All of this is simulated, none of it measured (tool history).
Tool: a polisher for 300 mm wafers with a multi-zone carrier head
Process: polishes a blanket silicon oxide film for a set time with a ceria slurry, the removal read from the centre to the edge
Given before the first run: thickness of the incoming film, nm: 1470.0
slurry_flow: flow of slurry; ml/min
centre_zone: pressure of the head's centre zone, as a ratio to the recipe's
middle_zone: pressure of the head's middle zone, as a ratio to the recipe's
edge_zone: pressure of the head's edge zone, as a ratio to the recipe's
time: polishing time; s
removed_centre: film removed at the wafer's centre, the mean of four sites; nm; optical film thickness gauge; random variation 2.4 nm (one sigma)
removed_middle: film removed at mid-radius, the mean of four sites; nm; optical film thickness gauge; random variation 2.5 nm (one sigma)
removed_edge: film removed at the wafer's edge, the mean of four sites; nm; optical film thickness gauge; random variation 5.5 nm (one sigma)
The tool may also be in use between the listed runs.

run,hour,slurry_flow,centre_zone,middle_zone,edge_zone,time,removed_centre,removed_middle,removed_edge
1,0,260,1,1,1,89,402.2,444.33,459.63
2,4.2,260,1.04,1,1,89,418.05,443.25,444.82
3,12.4,260,1.04,0.94,1,89,422.57,423.57,454.95
4,15.2,255,1.03,0.94,0.99,88,412.29,418.04,450.6
# hour 18.8: centre zone pressure recalibrated
5,18.8,300,1.03,0.94,0.99,88,447.24,424.57,451.99
6,23.7,300,1.03,0.94,0.99,80,403.14,386.95,411.83

The next listed run, before its measurement:
7,25.2,290,1.03,0.95,0.99,80,?,?,?

removed_centre: 400.29 nm
removed_middle: 387.53 nm
removed_edge: 413.4 nm
